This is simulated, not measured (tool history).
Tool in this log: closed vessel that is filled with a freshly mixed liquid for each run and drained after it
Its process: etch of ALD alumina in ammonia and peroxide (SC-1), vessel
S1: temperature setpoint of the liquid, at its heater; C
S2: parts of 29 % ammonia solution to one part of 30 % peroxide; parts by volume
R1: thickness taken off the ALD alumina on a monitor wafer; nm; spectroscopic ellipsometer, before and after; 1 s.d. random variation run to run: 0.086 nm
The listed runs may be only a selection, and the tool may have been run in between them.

Run 1, hour 0.0: S1 56.0 C, S2 0.95 parts by volume, time in the liquid (s) 135. Result: R1 10.6570 nm.
Run 2, hour 4.6: S1 56.0 C, S2 0.95 parts by volume, time in the liquid (s) 100. Result: R1 7.9861 nm.
Run 3, hour 5.8: S1 56.0 C, S2 1.15 parts by volume, time in the liquid (s) 100. Result: R1 8.0718 nm.
Run 4, hour 8.6: S1 56.5 C, S2 1.15 parts by volume, time in the liquid (s) 100. Result: R1 8.2887 nm.
Run 5, hour 12.1: S1 56.5 C, S2 1.15 parts by volume, time in the liquid (s) 135. Result: R1 11.2570 nm.
Run 6, hour 17.7: S1 56.5 C, S2 1.15 parts by volume, time in the liquid (s) 135. Result: R1 11.1790 nm.
At hour 24.1: thermometer replaced.
Run 7, hour 24.1: S1 55.5 C, S2 1.15 parts by volume, time in the liquid (s) 135. Result: R1 11.1590 nm.
Run 8, hour 24.9: S1 55.0 C, S2 1.15 parts by volume, time in the liquid (s) 135. Result: R1 11.0500 nm.

Forecast run 9:
Run 9, hour 33.0: S1 54.5 C, S2 1.15 parts by volume, time in the liquid (s) 135. Result: R1 ?.

{"run 9": {"R1": 10.736}}

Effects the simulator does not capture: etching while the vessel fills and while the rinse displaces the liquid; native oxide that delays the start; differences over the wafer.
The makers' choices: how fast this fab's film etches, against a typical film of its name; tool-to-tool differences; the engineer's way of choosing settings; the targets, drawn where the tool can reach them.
